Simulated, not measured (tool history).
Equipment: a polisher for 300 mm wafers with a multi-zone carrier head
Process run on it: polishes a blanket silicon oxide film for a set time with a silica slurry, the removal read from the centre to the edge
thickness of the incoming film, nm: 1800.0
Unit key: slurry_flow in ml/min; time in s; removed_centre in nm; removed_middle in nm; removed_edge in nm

{"run": 1, "hour": 0.0, "slurry_flow": 135, "centre_zone": 1.0, "middle_zone": 1.0, "edge_zone": 1.0, "slurry_solids": 1.0, "time": 61, "removed_centre": 227.86, "removed_middle": 229.95, "removed_edge": 238.88}
{"run": 2, "hour": 5.7, "slurry_flow": 135, "centre_zone": 1.0, "middle_zone": 0.99, "edge_zone": 0.96, "slurry_solids": 0.9, "time": 59, "removed_centre": 208.64, "removed_middle": 211.99, "removed_edge": 212.85}
{"run": 3, "hour": 6.7, "slurry_flow": 135, "centre_zone": 1.0, "middle_zone": 0.99, "edge_zone": 0.96, "slurry_solids": 0.9, "time": 51, "removed_centre": 182.57, "removed_middle": 182.98, "removed_edge": 179.73}
{"run": 4, "hour": 9.1, "slurry_flow": 105, "centre_zone": 1.0, "middle_zone": 0.99, "edge_zone": 0.96, "slurry_solids": 0.9, "time": 51, "removed_centre": 172.68, "removed_middle": 174.67, "removed_edge": 178.62}
{"run": 5, "hour": 12.5, "slurry_flow": 135, "centre_zone": 1.0, "middle_zone": 0.99, "edge_zone": 0.96, "slurry_solids": 0.9, "time": 51, "removed_centre": 179.97, "removed_middle": 183.54, "removed_edge": 185.14}
{"run": 6, "hour": 14.8, "slurry_flow": 130, "centre_zone": 1.0, "middle_zone": 0.97, "edge_zone": 0.93, "slurry_solids": 0.85, "time": 51, "removed_centre": 174.73, "removed_middle": 176.78, "removed_edge": 179.69}
{"run": 7, "hour": 19.9, "slurry_flow": 125, "centre_zone": 1.01, "middle_zone": 0.98, "edge_zone": 0.92, "slurry_solids": 0.75, "time": 51, "removed_centre": 165.74, "removed_middle": 166.47, "removed_edge": 163.13}
{"run": 8, "hour": 22.8, "slurry_flow": 120, "centre_zone": 1.01, "middle_zone": 0.98, "edge_zone": 0.91, "slurry_solids": 0.7, "time": 51, "removed_centre": 159.46, "removed_middle": 160.47, "removed_edge": 157.42}
{"run": 9, "hour": 24.2, "slurry_flow": 115, "centre_zone": 1.01, "middle_zone": 0.98, "edge_zone": 0.9, "slurry_solids": 0.7, "time": 51, "removed_centre": 157.5, "removed_middle": 160.68, "removed_edge": 156.3}

Run 10 comes next. What will it give?
{"run": 10, "hour": 27.6, "slurry_flow": 90, "centre_zone": 1.02, "middle_zone": 0.93, "edge_zone": 0.81, "slurry_solids": 0.65, "time": 51, "removed_centre": "?", "removed_middle": "?", "removed_edge": "?"}

Run 10 gave removed_centre 146.27 nm, removed_middle 142.27 nm, removed_edge 141.07 nm.
